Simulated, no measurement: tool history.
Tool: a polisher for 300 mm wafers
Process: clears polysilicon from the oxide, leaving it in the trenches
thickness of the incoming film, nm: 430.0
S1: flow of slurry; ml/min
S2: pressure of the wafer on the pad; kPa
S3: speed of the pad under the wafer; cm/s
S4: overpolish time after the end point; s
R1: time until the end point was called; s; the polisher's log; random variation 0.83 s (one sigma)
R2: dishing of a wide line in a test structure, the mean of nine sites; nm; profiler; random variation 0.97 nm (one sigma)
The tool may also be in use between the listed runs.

run    day   S1    S2  S3  S4      R1      R2
  1      0  150  13.8  88  22  58.543  75.304
  2  0.054  150  13.8  88  18  56.626  70.879
  3  0.412  150  13.8  88   9    58.2  47.231
  4  0.462  150  15.9  88   9   51.31  52.514
  5  0.742  150  15.9  78   9  59.162  48.821
  6  1.092  165  15.2  80   8  55.962  43.755
  7  1.242  165  15.2  80   8  57.279  44.466
  8  1.388  170  15.2  80   8  57.019  43.308
  9  1.479  175  15.2  80   8  57.433  43.407
 10  1.783  180  15.2  80   8  56.673  42.771
 11  1.888  185  15.2  80   8   54.86  41.942
     2.192  -- worn pad replaced by a new one
 12  2.192  205  14.5  80   7  51.407  41.948

Forecast run 13:
 13  2.254  205  14.5  78   7   ?   ?

R1: 52.712 s
R2: 43.468 nm
